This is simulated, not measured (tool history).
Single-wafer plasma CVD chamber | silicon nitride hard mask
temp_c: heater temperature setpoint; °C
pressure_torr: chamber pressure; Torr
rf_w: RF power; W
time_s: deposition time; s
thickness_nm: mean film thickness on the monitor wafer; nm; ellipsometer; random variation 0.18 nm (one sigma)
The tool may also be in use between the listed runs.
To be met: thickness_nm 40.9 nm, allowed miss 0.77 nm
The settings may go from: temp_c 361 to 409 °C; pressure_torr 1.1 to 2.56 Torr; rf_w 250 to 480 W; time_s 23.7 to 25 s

run  hour  temp_c  pressure_torr  rf_w  time_s  thickness_nm
  1     0     385           1.83   365      25        37.065
  2   4.9     385           1.57   365      25        35.293
  3  11.3     385           1.76   370      25        36.976
  4    19     380           1.76   370      25        37.271
  5  21.6     374           1.76   370      25        37.476
  6  24.2     374           1.87   375      25        38.919
  7  25.4     374           1.93   375      25        39.056
  8  26.6     374           1.99   375      25        39.507

5 next moves are on the table. One of them brings every result within its allowed miss. Which?
  A  27.8     393           2.12   380      25             ?
  B  27.8     374           2.12   375    23.7             ?
  C  27.8     379           2.02   415      25             ?
  D  27.8     363           1.85   405    23.7             ?
  E  27.8     369           1.95   370      24             ?

move  thickness_nm
   A        40.732
   B        38.472
   C        43.004
   D        39.013
   E        37.508
A: meets every target
B: further off than the last run
C: takes the result that was furthest off past its target
D: further off than the last run
E: further off than the last run
Answer: A

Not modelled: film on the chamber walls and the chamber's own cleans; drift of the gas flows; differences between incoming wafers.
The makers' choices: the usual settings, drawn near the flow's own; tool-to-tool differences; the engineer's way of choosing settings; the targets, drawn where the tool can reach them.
